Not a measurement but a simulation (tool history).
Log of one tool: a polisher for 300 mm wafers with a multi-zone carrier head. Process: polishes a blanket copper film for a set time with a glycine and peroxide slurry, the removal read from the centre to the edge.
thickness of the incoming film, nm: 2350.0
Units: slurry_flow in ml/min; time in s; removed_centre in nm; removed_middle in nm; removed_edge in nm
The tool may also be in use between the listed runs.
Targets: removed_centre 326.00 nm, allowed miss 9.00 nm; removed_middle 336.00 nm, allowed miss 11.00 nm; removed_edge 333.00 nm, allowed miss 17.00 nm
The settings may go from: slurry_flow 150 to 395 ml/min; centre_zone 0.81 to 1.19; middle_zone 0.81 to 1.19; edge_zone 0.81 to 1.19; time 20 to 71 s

run,hour,slurry_flow,centre_zone,middle_zone,edge_zone,time,removed_centre,removed_middle,removed_edge
1,0.0,250,1.00,1.00,1.00,45,260.44,248.28,258.46
2,7.9,255,1.01,1.03,1.03,46,274.14,260.74,259.49
3,9.9,255,1.01,0.98,1.03,46,272.06,250.03,262.26
4,18.5,255,1.06,0.98,1.03,46,285.05,251.15,268.10
# hour 20.3: worn pad replaced by a new one
5,20.3,195,1.06,0.98,1.03,46,297.20,261.58,270.01
6,23.8,195,1.06,0.98,0.97,46,292.23,262.72,269.89
7,29.1,210,1.04,0.99,0.97,48,305.87,275.71,282.77
8,37.3,225,1.01,1.00,0.97,50,311.89,291.75,288.10

Which of these 5 next moves meets every target?
A,45.5,345,0.90,1.19,0.96,51,?,?,?
B,45.5,300,0.81,0.99,0.86,56,?,?,?
C,45.5,245,0.94,1.02,0.97,56,?,?,?
D,45.5,310,0.81,0.98,0.87,60,?,?,?
E,45.5,300,1.00,0.81,0.96,51,?,?,?

move,removed_centre,removed_middle,removed_edge
A,299.01,361.98,310.33
B,290.53,338.46,321.41
C,329.06,338.31,333.69
D,312.40,360.92,347.09
E,326.86,263.67,308.63
A: takes the result that was furthest off past its target
B: brings the result that was furthest off to its target, and leaves another outside
C: meets every target
D: takes the result that was furthest off past its target
E: further off than the last run
Answer: C
